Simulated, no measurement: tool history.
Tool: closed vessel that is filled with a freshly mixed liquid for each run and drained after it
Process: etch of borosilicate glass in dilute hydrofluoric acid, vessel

run	hour	temperature setpoint of the liquid (°C)	parts of water to one part of 49 % hydrofluoric acid (parts by volume)	time in the liquid (s)	thickness taken off the borosilicate glass on a monitor wafer (angstrom)
1	0	23	95	90	294.79
2	4	24	95	90	309.04
3	7.9	24.5	95	90	315.17
4	11.5	24.5	65	90	486.98
5	13.8	21.5	65	90	421.1
6	18.7	21.5	95	90	279.63

Run 7 comes next. What will it give?
7	20	22.5	95	90	?

{"run 7": {"thickness taken off the borosilicate glass on a monitor wafer (angstrom)": 290.45}}

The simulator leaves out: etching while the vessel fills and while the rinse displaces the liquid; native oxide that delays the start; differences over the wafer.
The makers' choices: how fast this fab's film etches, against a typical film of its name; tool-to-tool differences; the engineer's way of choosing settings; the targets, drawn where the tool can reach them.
